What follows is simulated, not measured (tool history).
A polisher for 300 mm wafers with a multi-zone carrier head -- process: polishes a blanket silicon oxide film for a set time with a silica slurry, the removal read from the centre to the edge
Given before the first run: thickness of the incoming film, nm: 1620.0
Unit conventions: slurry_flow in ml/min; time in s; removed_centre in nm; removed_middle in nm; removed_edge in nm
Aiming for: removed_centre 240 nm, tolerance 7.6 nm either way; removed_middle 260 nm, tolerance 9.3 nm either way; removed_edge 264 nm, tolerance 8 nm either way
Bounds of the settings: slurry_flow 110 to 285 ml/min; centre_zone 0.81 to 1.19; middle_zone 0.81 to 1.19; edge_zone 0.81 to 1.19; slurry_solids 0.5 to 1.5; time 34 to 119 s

run  hour  slurry_flow  centre_zone  middle_zone  edge_zone  slurry_solids  time  removed_centre  removed_middle  removed_edge
  1     0          180            1            1          1              1    76          370.73          367.49        371.89
  2   7.3          180            1            1          1           0.85    76          360.95          349.21        348.53
  3  15.3          165         0.95         0.98       0.99           0.75    74          312.59          311.74        318.61
  4  24.1          165         0.95         0.98       0.99           0.75    57          239.94          244.29        244.73
  5  24.9          165         0.95         0.98       0.99           0.75    74          311.55          321.48        315.11
  6  26.9          140         0.95         0.98       0.99           0.75    74          296.44          303.68        317.25
  7  29.7          140         0.92         0.96       0.96            0.7    74          279.98          293.95        300.27
  8  30.9          140          0.9         0.94       0.93           0.65    74          270.09           280.5        289.83
  9  39.1          140          0.9         0.94       0.93           0.65    74          273.01          281.71        286.03
 10  40.4          140          0.9         0.94       0.93           0.65    74           269.7             282         284.8
 11  48.6          135         0.88         0.93       0.91           0.65    74          260.27          277.55        284.04
 12  57.3          135         0.88         0.93       0.91           0.65    74           262.6          281.23        281.98
 13    62          130         0.87         0.92        0.9           0.65    74          252.44          270.68        281.01
 14    66          130         0.87         0.92       0.88           0.65    74          256.36          271.38        277.15
 15  69.6          125         0.86         0.92       0.87           0.65    74          253.53           271.2        275.16
 16  74.3          125         0.85         0.91       0.86           0.65    74          246.77          270.18        276.04
 17    81          125         0.85         0.91       0.85           0.65    74          245.69          266.56        273.11

Exactly one of the 4 candidate moves below puts every result within its allowed miss. Which one?
  A  87.7          120         0.88         1.02       0.86           0.55    70               ?               ?             ?
  B  87.7          135         0.84         0.89       0.83            0.5    79               ?               ?             ?
  C  87.7          155         0.82         0.91       0.88            0.5    71               ?               ?             ?
  D  87.7          125         0.86         0.91       0.82           0.65    67               ?               ?             ?

move  removed_centre  removed_middle  removed_edge
   A          223.04          259.23         241.4
   B          238.25          258.19        263.85
   C           215.1          242.36        247.79
   D          223.82          241.79        242.32
A: takes the biggest miss from the last run beyond its target
B: all results in spec
C: takes the biggest miss from the last run beyond its target
D: takes the biggest miss from the last run beyond its target
Correct choice: B, which meets every target

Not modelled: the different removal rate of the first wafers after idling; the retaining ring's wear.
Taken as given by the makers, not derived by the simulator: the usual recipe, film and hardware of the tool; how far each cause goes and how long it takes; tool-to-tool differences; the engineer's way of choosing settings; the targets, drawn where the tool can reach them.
